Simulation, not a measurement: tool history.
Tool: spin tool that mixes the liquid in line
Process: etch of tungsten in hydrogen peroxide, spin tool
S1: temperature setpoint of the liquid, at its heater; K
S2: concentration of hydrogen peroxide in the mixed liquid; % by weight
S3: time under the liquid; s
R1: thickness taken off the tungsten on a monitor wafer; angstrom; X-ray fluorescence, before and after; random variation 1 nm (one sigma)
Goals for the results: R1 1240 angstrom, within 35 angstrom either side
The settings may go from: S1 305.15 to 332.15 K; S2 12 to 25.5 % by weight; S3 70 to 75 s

| run | hour | S1 | S2 | S3 | R1 |
|---|---|---|---|---|---|
| 1 | 0 | 316.15 | 17.5 | 70 | 986.18 |
| 2 | 2.2 | 316.65 | 17.5 | 70 | 1040.3 |
| 3 | 9.4 | 316.65 | 15 | 70 | 952.94 |
| 4 | 9.9 | 317.15 | 15 | 70 | 980.62 |
| 5 | 12.8 | 317.15 | 12 | 70 | 871.92 |
| 6 | 15.3 | 318.15 | 12 | 70 | 920.1 |
| 7 | 19.2 | 319.15 | 12 | 70 | 986.66 |
| 8 | 27.2 | 319.65 | 12 | 70 | 1000.3 |
| 9 | 35.1 | 320.15 | 12 | 70 | 1045.5 |
| 10 | 43.1 | 320.65 | 12 | 70 | 1082.3 |
| 11 | 48.1 | 321.15 | 12 | 70 | 1122.7 |
| 12 | 52.8 | 321.65 | 12 | 70 | 1166 |
| 13 | 60.6 | 322.15 | 12 | 70 | 1186.7 |

Consider the 5 candidate settings below. Which is the only one whose results all fall within their allowed miss of target?
| A | 68.4 | 321.15 | 12 | 70 | ? |
| B | 68.4 | 320.15 | 19.5 | 70 | ? |
| C | 68.4 | 321.65 | 14 | 70 | ? |
| D | 68.4 | 321.65 | 12.5 | 70 | ? |
| E | 68.4 | 323.15 | 13 | 70 | ? |

| move | R1 |
|---|---|
| A | 1123.9 |
| B | 1347.1 |
| C | 1251.7 |
| D | 1182.8 |
| E | 1321.7 |
A: misses by more than the last run did
B: takes the biggest miss from the last run beyond its target
C: all results in spec
D: misses by more than the last run did
E: takes the biggest miss from the last run beyond its target
The right move is C.
